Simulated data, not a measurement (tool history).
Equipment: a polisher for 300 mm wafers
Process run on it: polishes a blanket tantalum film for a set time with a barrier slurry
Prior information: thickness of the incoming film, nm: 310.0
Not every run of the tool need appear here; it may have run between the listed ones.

run  hour  flow of slurry (ml/min)  pressure of the wafer on the pad (kPa)  speed of the pad under the wafer (cm/s)  abrasive content of the slurry  polishing time (s)  film removed (nm)
  1   0.0                      235                                    11.7                                      108                             1.0                  51             83.870
  2   6.4                      235                                    11.7                                      108                             1.0                  47             78.216
  3  15.3                      235                                    11.7                                      108                             1.0                  47             77.969
  4  18.8                      235                                    11.0                                      108                             1.0                  47             74.556
  5  21.4                      235                                    10.3                                      108                             1.0                  47             70.254
  6  30.4                      235                                     9.7                                      108                             1.0                  47             66.666
  7  38.0                      235                                     9.0                                      108                             1.0                  47             64.430

Predict the results of run 8:
  8  40.1                      235                                     8.3                                      108                             1.0                  47                  ?

{"run 8": {"film removed (nm)": 60.796}}

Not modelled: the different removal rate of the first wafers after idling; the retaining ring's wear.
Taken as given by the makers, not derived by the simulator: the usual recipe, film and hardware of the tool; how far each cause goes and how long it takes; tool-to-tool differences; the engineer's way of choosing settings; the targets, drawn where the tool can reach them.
